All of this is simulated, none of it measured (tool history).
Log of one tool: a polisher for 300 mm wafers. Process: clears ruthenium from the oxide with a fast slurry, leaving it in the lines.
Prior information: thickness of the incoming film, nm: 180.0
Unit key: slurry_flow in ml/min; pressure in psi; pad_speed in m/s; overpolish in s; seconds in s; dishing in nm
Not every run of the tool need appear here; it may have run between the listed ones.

run	hour	slurry_flow	pressure	pad_speed	slurry_solids	overpolish	seconds	dishing
1	0	255	2.7	1	1	9	39.056	36.537
2	3.9	255	2.7	0.74	1	9	52.243	27.376
3	9.2	195	2.7	0.74	1	9	53.868	27.015
4	9.7	165	2.7	0.74	1	9	55.402	26.879
5	10.9	165	2.7	0.74	1.15	9	50.486	28.667
6	13.8	165	2.8	0.74	1.15	9	48.055	30.392
7	17.2	165	3.4	0.74	1.15	13	42.651	46.305
8	25.8	165	3.4	0.74	1.15	13	43.508	46.542
9	31.7	170	3.6	0.74	1.15	13	40.218	49.541

Estimate the outcome of run 10 from the log above:
10	36	170	3.7	0.74	1.15	13	?	?

Run 10 produced seconds 40.954 s, dishing 50.972 nm.
